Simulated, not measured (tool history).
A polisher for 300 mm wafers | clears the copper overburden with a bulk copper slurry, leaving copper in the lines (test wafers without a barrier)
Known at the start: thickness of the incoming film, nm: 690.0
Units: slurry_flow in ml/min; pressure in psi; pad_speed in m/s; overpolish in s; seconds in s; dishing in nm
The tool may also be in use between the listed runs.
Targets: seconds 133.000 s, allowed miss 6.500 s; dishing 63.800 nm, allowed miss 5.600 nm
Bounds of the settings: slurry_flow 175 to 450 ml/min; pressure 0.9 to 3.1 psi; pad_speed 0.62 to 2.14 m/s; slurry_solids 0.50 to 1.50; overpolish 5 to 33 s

{"run": 1, "hour": 0.0, "slurry_flow": 290, "pressure": 2.0, "pad_speed": 1.38, "slurry_solids": 1.0, "overpolish": 17, "seconds": 72.416, "dishing": 74.212}
{"run": 2, "hour": 9.0, "slurry_flow": 290, "pressure": 1.7, "pad_speed": 1.34, "slurry_solids": 1.0, "overpolish": 19, "seconds": 84.935, "dishing": 71.401}
{"run": 3, "hour": 11.8, "slurry_flow": 290, "pressure": 1.5, "pad_speed": 1.3, "slurry_solids": 1.0, "overpolish": 21, "seconds": 95.492, "dishing": 69.012}
{"run": 4, "hour": 20.3, "slurry_flow": 290, "pressure": 1.3, "pad_speed": 1.28, "slurry_solids": 1.0, "overpolish": 22, "seconds": 109.34, "dishing": 62.397}
{"run": 5, "hour": 21.9, "slurry_flow": 290, "pressure": 1.3, "pad_speed": 1.28, "slurry_solids": 0.8, "overpolish": 22, "seconds": 116.57, "dishing": 61.059}
{"run": 6, "hour": 26.9, "slurry_flow": 290, "pressure": 0.9, "pad_speed": 1.28, "slurry_solids": 0.8, "overpolish": 22, "seconds": 156.3, "dishing": 49.773}
{"run": 7, "hour": 34.4, "slurry_flow": 290, "pressure": 1.0, "pad_speed": 1.28, "slurry_solids": 0.8, "overpolish": 23, "seconds": 145.84, "dishing": 54.568}
{"run": 8, "hour": 38.1, "slurry_flow": 290, "pressure": 1.0, "pad_speed": 1.28, "slurry_solids": 0.8, "overpolish": 24, "seconds": 145.26, "dishing": 55.652}
{"run": 9, "hour": 39.8, "slurry_flow": 290, "pressure": 1.0, "pad_speed": 1.28, "slurry_solids": 0.8, "overpolish": 25, "seconds": 145.16, "dishing": 55.18}
{"run": 10, "hour": 42.3, "slurry_flow": 290, "pressure": 1.0, "pad_speed": 1.28, "slurry_solids": 0.8, "overpolish": 26, "seconds": 148.27, "dishing": 56.312}
{"run": 11, "hour": 46.0, "slurry_flow": 290, "pressure": 1.0, "pad_speed": 1.28, "slurry_solids": 0.8, "overpolish": 26, "seconds": 146.99, "dishing": 55.045}

Which of these 4 next moves meets every target?
{"run": "A", "hour": 49.7, "slurry_flow": 255, "pressure": 1.1, "pad_speed": 1.32, "slurry_solids": 0.85, "overpolish": 30, "seconds": "?", "dishing": "?"}
{"run": "B", "hour": 49.7, "slurry_flow": 225, "pressure": 1.2, "pad_speed": 0.88, "slurry_solids": 1.05, "overpolish": 33, "seconds": "?", "dishing": "?"}
{"run": "C", "hour": 49.7, "slurry_flow": 280, "pressure": 0.9, "pad_speed": 1.24, "slurry_solids": 0.8, "overpolish": 26, "seconds": "?", "dishing": "?"}
{"run": "D", "hour": 49.7, "slurry_flow": 255, "pressure": 1.1, "pad_speed": 1.14, "slurry_solids": 0.85, "overpolish": 33, "seconds": "?", "dishing": "?"}

move=A seconds=132.350 dishing=63.337
move=B seconds=155.230 dishing=63.072
move=C seconds=163.270 dishing=51.792
move=D seconds=146.040 dishing=63.261
A: meets every target
B: further off than the last run
C: further off than the last run
D: nearer than the last run, and not there yet
Answer: A
